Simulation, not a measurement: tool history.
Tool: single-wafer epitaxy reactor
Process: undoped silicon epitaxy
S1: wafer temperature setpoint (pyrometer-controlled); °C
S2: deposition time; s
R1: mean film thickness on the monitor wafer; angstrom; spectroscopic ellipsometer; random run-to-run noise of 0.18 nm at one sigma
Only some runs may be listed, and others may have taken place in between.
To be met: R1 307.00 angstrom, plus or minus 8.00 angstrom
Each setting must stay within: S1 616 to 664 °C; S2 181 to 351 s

run	hour	S1	S2	R1
1	0.0	640	266	360.71
2	4.2	640	240	324.55
3	12.3	639	240	318.62
4	20.6	639	277	366.93
5	22.4	648	277	447.86
6	27.0	646	277	427.69
7	30.8	644	277	412.34
8	37.3	642	277	393.96
9	39.5	630	275	298.57
10	44.2	630	275	298.37

Exercise: of the 4 proposed moves below, exactly one satisfies all targets within the stated allowed misses. Which move is it?
A	48.9	631	274	?
B	48.9	629	263	?
C	48.9	634	281	?
D	48.9	631	297	?

move	R1
A	308.08
B	282.52
C	338.19
D	333.94
A: all results land within tolerance of their targets
B: the biggest miss grows against the last run
C: pushes the last run's worst result past its target
D: pushes the last run's worst result past its target
A meets every target.
